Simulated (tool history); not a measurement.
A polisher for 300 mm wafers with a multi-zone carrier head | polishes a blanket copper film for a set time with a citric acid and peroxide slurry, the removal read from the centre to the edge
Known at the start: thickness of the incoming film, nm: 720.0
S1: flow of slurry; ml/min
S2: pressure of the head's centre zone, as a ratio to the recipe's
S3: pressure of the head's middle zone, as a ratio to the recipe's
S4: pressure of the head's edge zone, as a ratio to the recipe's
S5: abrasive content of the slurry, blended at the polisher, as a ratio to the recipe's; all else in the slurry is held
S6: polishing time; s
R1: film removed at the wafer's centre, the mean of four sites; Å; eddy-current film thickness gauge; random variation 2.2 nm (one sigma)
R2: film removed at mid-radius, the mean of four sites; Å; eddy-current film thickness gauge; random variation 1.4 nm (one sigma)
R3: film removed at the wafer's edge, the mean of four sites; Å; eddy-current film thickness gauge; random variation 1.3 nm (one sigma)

Run 1, day 0.000: S1 180 ml/min, S2 1.00, S3 1.00, S4 1.00, S5 1.00, S6 60 s. Result: R1 2154.0 Å, R2 2107.0 Å, R3 2158.6 Å.
Run 2, day 0.212: S1 180 ml/min, S2 1.00, S3 0.92, S4 1.00, S5 1.00, S6 60 s. Result: R1 2170.7 Å, R2 1967.7 Å, R3 2173.3 Å.
Run 3, day 0.488: S1 185 ml/min, S2 0.97, S3 0.95, S4 1.00, S5 1.00, S6 60 s. Result: R1 2098.5 Å, R2 2026.4 Å, R3 2158.4 Å.
Run 4, day 0.700: S1 190 ml/min, S2 0.95, S3 0.97, S4 1.00, S5 1.00, S6 60 s. Result: R1 2065.5 Å, R2 2069.1 Å, R3 2167.1 Å.
Run 5, day 1.025: S1 195 ml/min, S2 0.93, S3 0.99, S4 1.00, S5 1.00, S6 60 s. Result: R1 2058.7 Å, R2 2099.3 Å, R3 2208.6 Å.
Run 6, day 1.358: S1 195 ml/min, S2 0.93, S3 0.99, S4 1.00, S5 0.85, S6 60 s. Result: R1 1901.4 Å, R2 1993.1 Å, R3 2048.1 Å.

Forecast run 7:
Run 7, day 1.667: S1 205 ml/min, S2 0.92, S3 1.01, S4 1.00, S5 0.85, S6 60 s. Result: R1 ?, R2 ?, R3 ?.

{"run 7": {"R1": 1943.2, "R2": 2063.0, "R3": 2062.2}}
